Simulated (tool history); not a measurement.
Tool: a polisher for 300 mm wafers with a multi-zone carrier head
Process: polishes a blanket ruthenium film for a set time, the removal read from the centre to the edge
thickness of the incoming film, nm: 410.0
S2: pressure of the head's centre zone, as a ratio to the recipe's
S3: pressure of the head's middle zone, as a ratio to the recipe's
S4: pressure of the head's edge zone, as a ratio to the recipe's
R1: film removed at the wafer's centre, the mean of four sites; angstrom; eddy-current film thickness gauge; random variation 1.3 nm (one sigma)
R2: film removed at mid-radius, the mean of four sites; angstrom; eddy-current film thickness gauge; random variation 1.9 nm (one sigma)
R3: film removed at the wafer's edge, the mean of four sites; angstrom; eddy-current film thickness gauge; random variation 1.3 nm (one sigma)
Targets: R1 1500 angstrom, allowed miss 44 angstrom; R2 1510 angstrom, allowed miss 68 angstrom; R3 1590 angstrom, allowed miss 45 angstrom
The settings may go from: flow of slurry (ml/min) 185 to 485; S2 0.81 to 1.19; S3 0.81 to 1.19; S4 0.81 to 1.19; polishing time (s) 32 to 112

{"run": 1, "hour": 0.0, "flow of slurry (ml/min)": 310, "S2": 1, "S3": 1, "S4": 1, "polishing time (s)": 72, "R1": 993.26, "R2": 1014.1, "R3": 1044.4}
{"run": 2, "hour": 3.3, "flow of slurry (ml/min)": 315, "S2": 1.01, "S3": 1.01, "S4": 1.03, "polishing time (s)": 77, "R1": 1082.2, "R2": 1062.8, "R3": 1130.6}
{"run": 3, "hour": 9.6, "flow of slurry (ml/min)": 315, "S2": 1.01, "S3": 1.03, "S4": 1.04, "polishing time (s)": 82, "R1": 1134.1, "R2": 1163.2, "R3": 1205.7}
{"run": 4, "hour": 16.8, "flow of slurry (ml/min)": 315, "S2": 1.02, "S3": 1.04, "S4": 1.06, "polishing time (s)": 86, "R1": 1213.6, "R2": 1234.4, "R3": 1289.3}
{"run": 5, "hour": 21.7, "flow of slurry (ml/min)": 320, "S2": 1.03, "S3": 1.05, "S4": 1.08, "polishing time (s)": 89, "R1": 1281.7, "R2": 1294.9, "R3": 1346.7}
{"hour": 23.4, "done": "slurry nozzle cleaned"}
{"run": 6, "hour": 23.4, "flow of slurry (ml/min)": 325, "S2": 1.03, "S3": 1.06, "S4": 1.1, "polishing time (s)": 91, "R1": 1399, "R2": 1364.6, "R3": 1446.1}
{"run": 7, "hour": 30.5, "flow of slurry (ml/min)": 340, "S2": 1.02, "S3": 1.07, "S4": 1.11, "polishing time (s)": 91, "R1": 1343.5, "R2": 1432, "R3": 1457.2}
{"run": 8, "hour": 32.1, "flow of slurry (ml/min)": 355, "S2": 1.03, "S3": 1.07, "S4": 1.13, "polishing time (s)": 91, "R1": 1381, "R2": 1420.8, "R3": 1472.8}
{"run": 9, "hour": 40.3, "flow of slurry (ml/min)": 365, "S2": 1.03, "S3": 1.07, "S4": 1.14, "polishing time (s)": 91, "R1": 1392.6, "R2": 1409.5, "R3": 1498.6}
{"run": 10, "hour": 47.0, "flow of slurry (ml/min)": 375, "S2": 1.04, "S3": 1.08, "S4": 1.15, "polishing time (s)": 91, "R1": 1409.8, "R2": 1455.1, "R3": 1502.6}
{"run": 11, "hour": 50.8, "flow of slurry (ml/min)": 385, "S2": 1.04, "S3": 1.08, "S4": 1.16, "polishing time (s)": 91, "R1": 1402.2, "R2": 1425.7, "R3": 1503.6}
{"run": 12, "hour": 53.8, "flow of slurry (ml/min)": 385, "S2": 1.04, "S3": 1.08, "S4": 1.17, "polishing time (s)": 92, "R1": 1434.8, "R2": 1437.4, "R3": 1507}
{"run": 13, "hour": 54.6, "flow of slurry (ml/min)": 385, "S2": 1.04, "S3": 1.08, "S4": 1.17, "polishing time (s)": 93, "R1": 1450.8, "R2": 1482, "R3": 1553.5}
{"run": 14, "hour": 60.7, "flow of slurry (ml/min)": 390, "S2": 1.05, "S3": 1.08, "S4": 1.18, "polishing time (s)": 93, "R1": 1447.6, "R2": 1483.6, "R3": 1562}

4 next moves are on the table. One of them brings every result within its allowed miss. Which?
{"run": "A", "hour": 66.8, "flow of slurry (ml/min)": 370, "S2": 1.02, "S3": 1.04, "S4": 1.09, "polishing time (s)": 99, "R1": "?", "R2": "?", "R3": "?"}
{"run": "B", "hour": 66.8, "flow of slurry (ml/min)": 315, "S2": 1, "S3": 1.01, "S4": 1.19, "polishing time (s)": 103, "R1": "?", "R2": "?", "R3": "?"}
{"run": "C", "hour": 66.8, "flow of slurry (ml/min)": 360, "S2": 0.91, "S3": 1, "S4": 1.15, "polishing time (s)": 103, "R1": "?", "R2": "?", "R3": "?"}
{"run": "D", "hour": 66.8, "flow of slurry (ml/min)": 410, "S2": 0.99, "S3": 1.02, "S4": 1.19, "polishing time (s)": 95, "R1": "?", "R2": "?", "R3": "?"}

move=A R1=1497.7 R2=1512.7 R3=1583.8
move=B R1=1502.3 R2=1512.6 R3=1705.1
move=C R1=1384.9 R2=1519.6 R3=1691.4
move=D R1=1406.9 R2=1439.5 R3=1600.5
A: meets every target
B: brings the result that was furthest off to its target, and leaves another outside
C: further off than the last run
D: further off than the last run
Answer: A
